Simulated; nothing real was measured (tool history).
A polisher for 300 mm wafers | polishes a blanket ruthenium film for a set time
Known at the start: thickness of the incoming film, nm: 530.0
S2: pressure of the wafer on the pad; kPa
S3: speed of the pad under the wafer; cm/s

run 1 day=0.000 | flow_of_slurry_(ml/min)=200 S2=10.3 S3=124 polishing_time_(s)=95 | film_removed_(Å)=907.26
run 2 day=0.046 | flow_of_slurry_(ml/min)=200 S2=10.3 S3=98 polishing_time_(s)=95 | film_removed_(Å)=727.60
run 3 day=0.379 | flow_of_slurry_(ml/min)=200 S2=9.7 S3=98 polishing_time_(s)=95 | film_removed_(Å)=668.04
run 4 day=0.525 | flow_of_slurry_(ml/min)=200 S2=9.7 S3=98 polishing_time_(s)=95 | film_removed_(Å)=681.87
run 5 day=0.712 | flow_of_slurry_(ml/min)=200 S2=9.7 S3=128 polishing_time_(s)=95 | film_removed_(Å)=897.87
run 6 day=0.846 | flow_of_slurry_(ml/min)=200 S2=11.0 S3=128 polishing_time_(s)=95 | film_removed_(Å)=983.87
run 7 day=0.996 | flow_of_slurry_(ml/min)=200 S2=11.0 S3=128 polishing_time_(s)=95 | film_removed_(Å)=984.85
run 8 day=1.367 | flow_of_slurry_(ml/min)=200 S2=10.3 S3=122 polishing_time_(s)=95 | film_removed_(Å)=899.83

The next listed run, before its measurement:
run 9 day=1.550 | flow_of_slurry_(ml/min)=200 S2=9.7 S3=116 polishing_time_(s)=95 | film_removed_(Å)=?

Run 9 gave film removed (Å) 792.86.
